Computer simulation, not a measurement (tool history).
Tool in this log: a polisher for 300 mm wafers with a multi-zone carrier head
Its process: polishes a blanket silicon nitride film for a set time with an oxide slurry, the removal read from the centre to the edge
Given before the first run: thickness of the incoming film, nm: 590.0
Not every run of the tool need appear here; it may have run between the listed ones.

run  hour  flow of slurry (ml/min)  pressure of the head's centre zone  pressure of the head's middle zone  pressure of the head's edge zone  abrasive content of the slurry  polishing time (s)  film removed at the wafer's centre (Å)  film removed at mid-radius (Å)  film removed at the wafer's edge (Å)
  1     0                      255                                   1                                   1                                 1                               1                  76                                  517.15                          509.61                                524.66
  2     4                      285                                   1                                   1                                 1                               1                  76                                  512.18                          511.62                                527.05
  3  10.6                      280                                   1                                0.97                              0.96                             0.9                  70                                  449.71                          432.88                                453.73
  4  16.8                      280                                   1                                0.94                              0.96                             0.9                  70                                  439.66                          419.82                                447.28
  5  25.7                      275                                   1                                0.92                              0.93                             0.8                  66                                  401.99                          369.75                                394.72
  6    31                      275                                   1                                0.83                              0.93                             0.8                  66                                  398.35                          337.68                                393.78
  7  38.7                      245                                0.98                                0.86                              0.83                            0.55                  52                                  240.72                          215.97                                230.94
  8  40.9                      315                                1.03                                0.91                              0.93                            0.55                  52                                  254.59                          231.55                                246.15
  9  44.6                      315                                1.05                                0.92                              0.96                            0.55                  52                                  253.83                          228.99                                249.32

Run 10 comes next. What will it give?
 10  53.5                      315                                1.06                                0.93                              0.97                             0.6                  52                                       ?                               ?                                     ?

Run 10 produced film removed at the wafer's centre (Å) 279.11, film removed at mid-radius (Å) 245.78, film removed at the wafer's edge (Å) 267.5.
